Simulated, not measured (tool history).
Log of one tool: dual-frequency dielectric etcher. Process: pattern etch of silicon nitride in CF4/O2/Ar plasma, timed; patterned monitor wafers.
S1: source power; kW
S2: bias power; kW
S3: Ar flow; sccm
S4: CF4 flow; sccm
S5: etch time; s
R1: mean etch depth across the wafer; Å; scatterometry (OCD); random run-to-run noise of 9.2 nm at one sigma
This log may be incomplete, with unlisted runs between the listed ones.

{"run": 1, "day": 0.0, "S1": 0.68, "S2": 0.049, "S3": 107, "S4": 130, "S5": 565, "R1": 14784}
{"run": 2, "day": 0.308, "S1": 0.69, "S2": 0.049, "S3": 107, "S4": 130, "S5": 565, "R1": 14932}
{"run": 3, "day": 0.404, "S1": 0.69, "S2": 0.049, "S3": 107, "S4": 130, "S5": 590.5, "R1": 15710}
{"run": 4, "day": 0.738, "S1": 0.62, "S2": 0.049, "S3": 107, "S4": 130, "S5": 590.5, "R1": 14674}
{"run": 5, "day": 0.892, "S1": 0.53, "S2": 0.049, "S3": 107, "S4": 130, "S5": 590.5, "R1": 13464}
{"day": 1.046, "done": "CF4 flow controller replaced"}
{"run": 6, "day": 1.046, "S1": 0.56, "S2": 0.049, "S3": 107, "S4": 130, "S5": 590.5, "R1": 13882}
{"run": 7, "day": 1.271, "S1": 0.58, "S2": 0.049, "S3": 107, "S4": 130, "S5": 590.5, "R1": 14218}
{"run": 8, "day": 1.492, "S1": 0.6, "S2": 0.049, "S3": 107, "S4": 130, "S5": 590.5, "R1": 14418}
{"run": 9, "day": 1.725, "S1": 0.62, "S2": 0.049, "S3": 107, "S4": 130, "S5": 590.5, "R1": 14636}

Predict the results of run 10:
{"run": 10, "day": 1.783, "S1": 0.64, "S2": 0.049, "S3": 107, "S4": 130, "S5": 590.5, "R1": "?"}

{"run 10": {"R1": 14997}}
